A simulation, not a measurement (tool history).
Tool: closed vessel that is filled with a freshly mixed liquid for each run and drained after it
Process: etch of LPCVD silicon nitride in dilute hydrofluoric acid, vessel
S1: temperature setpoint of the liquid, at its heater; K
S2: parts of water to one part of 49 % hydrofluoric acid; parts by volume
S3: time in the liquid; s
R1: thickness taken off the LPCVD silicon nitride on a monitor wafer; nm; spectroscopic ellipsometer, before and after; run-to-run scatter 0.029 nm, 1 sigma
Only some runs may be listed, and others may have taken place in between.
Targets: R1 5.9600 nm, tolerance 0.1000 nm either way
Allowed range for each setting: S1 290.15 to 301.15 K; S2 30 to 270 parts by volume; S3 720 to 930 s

run 1 hour=0.0 | S1=293.15 S2=150 S3=930 | R1=2.3984
run 2 hour=6.4 | S1=293.15 S2=150 S3=930 | R1=2.3958
run 3 hour=7.0 | S1=293.15 S2=180 S3=930 | R1=2.0162
run 4 hour=9.4 | S1=295.65 S2=155 S3=930 | R1=2.7267
run 5 hour=13.0 | S1=298.65 S2=155 S3=930 | R1=3.3412
run 6 hour=18.2 | S1=299.15 S2=135 S3=930 | R1=3.9245
run 7 hour=22.3 | S1=299.15 S2=135 S3=930 | R1=3.9269
run 8 hour=26.5 | S1=301.15 S2=85 S3=930 | R1=7.0757
run 9 hour=29.8 | S1=300.65 S2=85 S3=930 | R1=6.8771
run 10 hour=38.4 | S1=300.15 S2=85 S3=930 | R1=6.6684
run 11 hour=43.0 | S1=299.65 S2=85 S3=930 | R1=6.4293
run 12 hour=50.4 | S1=299.15 S2=85 S3=930 | R1=6.2818

Below are 5 possible settings for the next run. Only one of them brings all results inside the allowed miss of their targets. Which is it?
run A hour=57.8 | S1=296.15 S2=50 S3=720 | R1=?
run B hour=57.8 | S1=301.15 S2=80 S3=830 | R1=?
run C hour=57.8 | S1=297.65 S2=75 S3=870 | R1=?
run D hour=57.8 | S1=300.65 S2=80 S3=855 | R1=?
run E hour=57.8 | S1=299.15 S2=75 S3=895 | R1=?

move=A R1=6.6878
move=B R1=6.7552
move=C R1=6.0037
move=D R1=6.7376
move=E R1=6.8189
A: moves away from the targets compared with the last run
B: moves away from the targets compared with the last run
C: all results land within tolerance of their targets
D: moves away from the targets compared with the last run
E: moves away from the targets compared with the last run
C is the move that brings every result within its allowed miss.
